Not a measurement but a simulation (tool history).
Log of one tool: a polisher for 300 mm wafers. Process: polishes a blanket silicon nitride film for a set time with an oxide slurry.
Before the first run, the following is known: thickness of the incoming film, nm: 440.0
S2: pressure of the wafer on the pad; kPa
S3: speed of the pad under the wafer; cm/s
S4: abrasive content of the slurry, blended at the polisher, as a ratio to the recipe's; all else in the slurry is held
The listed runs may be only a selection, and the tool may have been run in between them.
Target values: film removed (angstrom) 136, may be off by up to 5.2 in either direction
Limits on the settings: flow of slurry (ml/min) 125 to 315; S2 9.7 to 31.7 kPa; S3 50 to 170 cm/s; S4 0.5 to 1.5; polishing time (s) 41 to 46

{"run": 1, "hour": 0.0, "flow of slurry (ml/min)": 205, "S2": 20.7, "S3": 110, "S4": 1, "polishing time (s)": 46, "film removed (angstrom)": 242.02}
{"run": 2, "hour": 6.9, "flow of slurry (ml/min)": 205, "S2": 19.3, "S3": 110, "S4": 1, "polishing time (s)": 46, "film removed (angstrom)": 226.79}
{"run": 3, "hour": 11.6, "flow of slurry (ml/min)": 205, "S2": 19.3, "S3": 110, "S4": 1.1, "polishing time (s)": 46, "film removed (angstrom)": 242.31}
{"run": 4, "hour": 14.3, "flow of slurry (ml/min)": 205, "S2": 17.9, "S3": 108, "S4": 1.1, "polishing time (s)": 46, "film removed (angstrom)": 216.33}
{"run": 5, "hour": 15.7, "flow of slurry (ml/min)": 205, "S2": 13.1, "S3": 108, "S4": 1.1, "polishing time (s)": 46, "film removed (angstrom)": 160.32}
{"run": 6, "hour": 16.3, "flow of slurry (ml/min)": 205, "S2": 11.7, "S3": 108, "S4": 1.1, "polishing time (s)": 46, "film removed (angstrom)": 147.85}
{"run": 7, "hour": 19.3, "flow of slurry (ml/min)": 200, "S2": 9.7, "S3": 108, "S4": 1.1, "polishing time (s)": 46, "film removed (angstrom)": 123.05}
{"run": 8, "hour": 26.7, "flow of slurry (ml/min)": 205, "S2": 9.7, "S3": 108, "S4": 1.1, "polishing time (s)": 46, "film removed (angstrom)": 120.59}
{"run": 9, "hour": 31.5, "flow of slurry (ml/min)": 205, "S2": 10.3, "S3": 108, "S4": 1.1, "polishing time (s)": 46, "film removed (angstrom)": 127.58}

5 candidate next runs follow, results not yet known. Just one meets every target within its allowed miss. Identify it.
{"run": "A", "hour": 36.3, "flow of slurry (ml/min)": 170, "S2": 10.3, "S3": 152, "S4": 1.15, "polishing time (s)": 43, "film removed (angstrom)": "?"}
{"run": "B", "hour": 36.3, "flow of slurry (ml/min)": 190, "S2": 10.3, "S3": 108, "S4": 1.1, "polishing time (s)": 44, "film removed (angstrom)": "?"}
{"run": "C", "hour": 36.3, "flow of slurry (ml/min)": 200, "S2": 12.4, "S3": 106, "S4": 1.1, "polishing time (s)": 46, "film removed (angstrom)": "?"}
{"run": "D", "hour": 36.3, "flow of slurry (ml/min)": 215, "S2": 13.1, "S3": 96, "S4": 1.05, "polishing time (s)": 46, "film removed (angstrom)": "?"}
{"run": "E", "hour": 36.3, "flow of slurry (ml/min)": 225, "S2": 11.7, "S3": 108, "S4": 0.9, "polishing time (s)": 46, "film removed (angstrom)": "?"}

move=A film_removed_(angstrom)=156.61
move=B film_removed_(angstrom)=124.37
move=C film_removed_(angstrom)=153.58
move=D film_removed_(angstrom)=148.97
move=E film_removed_(angstrom)=136.92
A: the result that was furthest off in the last run now lies on the other side of its target
B: moves away from the targets compared with the last run
C: the result that was furthest off in the last run now lies on the other side of its target
D: the result that was furthest off in the last run now lies on the other side of its target
E: every result lands within tolerance
Move E is the one to make.

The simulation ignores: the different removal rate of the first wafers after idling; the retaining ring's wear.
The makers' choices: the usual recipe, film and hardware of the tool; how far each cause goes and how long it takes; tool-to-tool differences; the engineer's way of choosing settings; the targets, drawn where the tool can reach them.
